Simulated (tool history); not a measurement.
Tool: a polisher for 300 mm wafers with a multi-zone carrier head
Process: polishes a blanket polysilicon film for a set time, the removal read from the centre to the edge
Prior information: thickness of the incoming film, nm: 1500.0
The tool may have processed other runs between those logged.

| run | hour | flow of slurry (ml/min) | pressure of the head's centre zone | pressure of the head's middle zone | pressure of the head's edge zone | polishing time (s) | film removed at the wafer's centre (angstrom) | film removed at mid-radius (angstrom) | film removed at the wafer's edge (angstrom) |
|---|---|---|---|---|---|---|---|---|---|
| 1 | 0.0 | 250 | 1.00 | 1.00 | 1.00 | 48 | 4105.5 | 4079.3 | 4031.0 |
| 2 | 8.7 | 240 | 1.00 | 1.00 | 0.96 | 48 | 4048.3 | 4089.2 | 3995.3 |
| 3 | 16.6 | 240 | 1.00 | 0.92 | 0.96 | 48 | 4045.4 | 3833.5 | 3935.6 |
| 4 | 24.2 | 280 | 1.00 | 0.92 | 0.96 | 48 | 4097.2 | 3805.7 | 4002.4 |
| 5 | 33.2 | 265 | 1.01 | 0.94 | 0.92 | 48 | 4097.3 | 3910.4 | 3930.0 |
| 6 | 37.6 | 255 | 1.02 | 0.95 | 0.89 | 48 | 4176.3 | 3968.6 | 3891.2 |
| 7 | 40.4 | 225 | 1.00 | 1.00 | 0.81 | 46 | 3888.9 | 3824.7 | 3482.0 |

Forecast run 8:
| 8 | 48.2 | 230 | 1.00 | 1.01 | 0.82 | 46 | ? | ? | ? |

film removed at the wafer's centre (angstrom): 3846.0
film removed at mid-radius (angstrom): 3895.6
film removed at the wafer's edge (angstrom): 3493.7
